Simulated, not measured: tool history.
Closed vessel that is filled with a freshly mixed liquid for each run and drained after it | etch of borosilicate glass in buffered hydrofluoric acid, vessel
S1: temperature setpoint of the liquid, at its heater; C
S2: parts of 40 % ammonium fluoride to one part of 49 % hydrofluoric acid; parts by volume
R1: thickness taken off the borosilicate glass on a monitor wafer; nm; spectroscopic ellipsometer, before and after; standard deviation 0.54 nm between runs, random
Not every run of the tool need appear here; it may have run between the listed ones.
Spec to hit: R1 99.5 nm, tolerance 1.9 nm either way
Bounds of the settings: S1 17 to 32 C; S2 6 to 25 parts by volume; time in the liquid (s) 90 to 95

{"run": 1, "hour": 0.0, "S1": 25, "S2": 15.5, "time in the liquid (s)": 90, "R1": 78.205}
{"run": 2, "hour": 5.7, "S1": 25, "S2": 15.5, "time in the liquid (s)": 90, "R1": 78.292}
{"run": 3, "hour": 13.5, "S1": 26.5, "S2": 15.5, "time in the liquid (s)": 90, "R1": 84.88}
{"run": 4, "hour": 22.4, "S1": 28, "S2": 15.5, "time in the liquid (s)": 90, "R1": 91.47}
{"run": 5, "hour": 27.5, "S1": 28, "S2": 17, "time in the liquid (s)": 90, "R1": 84.457}
{"run": 6, "hour": 28.1, "S1": 25, "S2": 17, "time in the liquid (s)": 90, "R1": 70.998}
{"run": 7, "hour": 28.7, "S1": 27, "S2": 17, "time in the liquid (s)": 90, "R1": 79.864}
{"run": 8, "hour": 33.8, "S1": 28.5, "S2": 17, "time in the liquid (s)": 90, "R1": 85.847}
{"run": 9, "hour": 41.7, "S1": 28.5, "S2": 17, "time in the liquid (s)": 90, "R1": 85.835}
{"run": 10, "hour": 43.0, "S1": 29.5, "S2": 17, "time in the liquid (s)": 90, "R1": 90.809}

Below are 4 possible settings for the next run. Only one of them brings all results inside the allowed miss of their targets. Which is it?
{"run": "A", "hour": 44.3, "S1": 29, "S2": 16, "time in the liquid (s)": 95, "R1": "?"}
{"run": "B", "hour": 44.3, "S1": 30.5, "S2": 16, "time in the liquid (s)": 95, "R1": "?"}
{"run": "C", "hour": 44.3, "S1": 28.5, "S2": 18.5, "time in the liquid (s)": 95, "R1": "?"}
{"run": "D", "hour": 44.3, "S1": 31.5, "S2": 16.5, "time in the liquid (s)": 90, "R1": "?"}

move=A R1=98.591
move=B R1=106.58
move=C R1=83.21
move=D R1=103.14
A: hits every target within its allowed miss
B: carries the result that was furthest off beyond its target, to the other side
C: further off than the last run
D: carries the result that was furthest off beyond its target, to the other side
The move that meets every target is A.
